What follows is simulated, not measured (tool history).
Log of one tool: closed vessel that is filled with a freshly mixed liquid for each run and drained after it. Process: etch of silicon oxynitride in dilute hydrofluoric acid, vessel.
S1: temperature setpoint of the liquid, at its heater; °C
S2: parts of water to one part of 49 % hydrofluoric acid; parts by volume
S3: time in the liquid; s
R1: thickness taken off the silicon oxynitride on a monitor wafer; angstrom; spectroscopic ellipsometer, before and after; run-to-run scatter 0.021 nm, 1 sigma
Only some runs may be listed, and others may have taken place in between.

{"run": 1, "hour": 0.0, "S1": 23.0, "S2": 130, "S3": 230, "R1": 70.017}
{"run": 2, "hour": 5.7, "S1": 23.0, "S2": 130, "S3": 230, "R1": 69.672}
{"run": 3, "hour": 12.6, "S1": 23.0, "S2": 95, "S3": 230, "R1": 99.694}
{"run": 4, "hour": 14.4, "S1": 22.0, "S2": 110, "S3": 230, "R1": 81.16}
{"run": 5, "hour": 20.9, "S1": 24.5, "S2": 110, "S3": 230, "R1": 89.748}
{"run": 6, "hour": 28.3, "S1": 24.5, "S2": 110, "S3": 230, "R1": 90.96}
{"run": 7, "hour": 32.6, "S1": 23.0, "S2": 125, "S3": 230, "R1": 72.98}

Run 8, settings as shown, results not yet in. Your forecast:
{"run": 8, "hour": 37.2, "S1": 22.0, "S2": 135, "S3": 230, "R1": "?"}

Run 8 produced R1 63.731 angstrom.
